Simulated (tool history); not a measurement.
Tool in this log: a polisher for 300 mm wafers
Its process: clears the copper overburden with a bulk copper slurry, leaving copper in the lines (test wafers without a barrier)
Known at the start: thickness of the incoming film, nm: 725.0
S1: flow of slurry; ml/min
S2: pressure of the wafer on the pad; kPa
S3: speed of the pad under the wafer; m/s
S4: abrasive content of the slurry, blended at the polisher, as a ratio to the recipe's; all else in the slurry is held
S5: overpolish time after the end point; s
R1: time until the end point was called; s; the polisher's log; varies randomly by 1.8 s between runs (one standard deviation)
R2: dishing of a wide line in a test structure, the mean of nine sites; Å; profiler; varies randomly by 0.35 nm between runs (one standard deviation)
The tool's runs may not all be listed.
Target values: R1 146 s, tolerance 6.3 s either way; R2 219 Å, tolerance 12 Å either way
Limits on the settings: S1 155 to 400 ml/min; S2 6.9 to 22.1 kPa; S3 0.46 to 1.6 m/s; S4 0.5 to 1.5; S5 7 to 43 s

Run 1, hour 0: S1 255 ml/min, S2 14.5 kPa, S3 1.02 m/s, S4 1, S5 22 s. Result: R1 118.02 s, R2 541.11 Å.
Run 2, hour 5.9: S1 255 ml/min, S2 14.5 kPa, S3 1.02 m/s, S4 1, S5 31 s. Result: R1 119.39 s, R2 617.41 Å.
Run 3, hour 11.9: S1 255 ml/min, S2 14.5 kPa, S3 1.12 m/s, S4 1, S5 31 s. Result: R1 108.64 s, R2 622.54 Å.
Run 4, hour 20.4: S1 230 ml/min, S2 12.4 kPa, S3 1.2 m/s, S4 0.9, S5 25 s. Result: R1 116.33 s, R2 558.66 Å.
Run 5, hour 23.2: S1 275 ml/min, S2 12.4 kPa, S3 1.2 m/s, S4 0.9, S5 25 s. Result: R1 115.54 s, R2 551.44 Å.
Run 6, hour 25.3: S1 275 ml/min, S2 15.2 kPa, S3 1.2 m/s, S4 0.9, S5 25 s. Result: R1 97.112 s, R2 587.33 Å.
Run 7, hour 32: S1 305 ml/min, S2 13.1 kPa, S3 1.22 m/s, S4 0.8, S5 21 s. Result: R1 110.98 s, R2 519.37 Å.
Run 8, hour 40.6: S1 235 ml/min, S2 9 kPa, S3 1.2 m/s, S4 1.05, S5 11 s. Result: R1 148.89 s, R2 301.64 Å.
Run 9, hour 45.3: S1 250 ml/min, S2 8.3 kPa, S3 1.22 m/s, S4 1.15, S5 10 s. Result: R1 152.82 s, R2 260.4 Å.

Which single option among these 5 for the next run brings every result within its allowed miss of target? Just one does.
Run A, hour 50: S1 265 ml/min, S2 8.3 kPa, S3 1.14 m/s, S4 1.05, S5 14 s. Result: R1 ?, R2 ?.
Run B, hour 50: S1 250 ml/min, S2 6.9 kPa, S3 1.26 m/s, S4 1.1, S5 13 s. Result: R1 ?, R2 ?.
Run C, hour 50: S1 205 ml/min, S2 9 kPa, S3 1.24 m/s, S4 1.15, S5 7 s. Result: R1 ?, R2 ?.
Run D, hour 50: S1 250 ml/min, S2 8.3 kPa, S3 1.18 m/s, S4 1.3, S5 11 s. Result: R1 ?, R2 ?.
Run E, hour 50: S1 270 ml/min, S2 8.3 kPa, S3 1.16 m/s, S4 0.95, S5 15 s. Result: R1 ?, R2 ?.

move      R1      R2
   A  162.83  336.01
   B  169.45  306.17
   C  143.93  223.63
   D  153.11  297.68
   E  162.95  350.98
A: moves away from the targets compared with the last run
B: moves away from the targets compared with the last run
C: each result inside its tolerance
D: moves away from the targets compared with the last run
E: moves away from the targets compared with the last run
The move that meets every target is C.
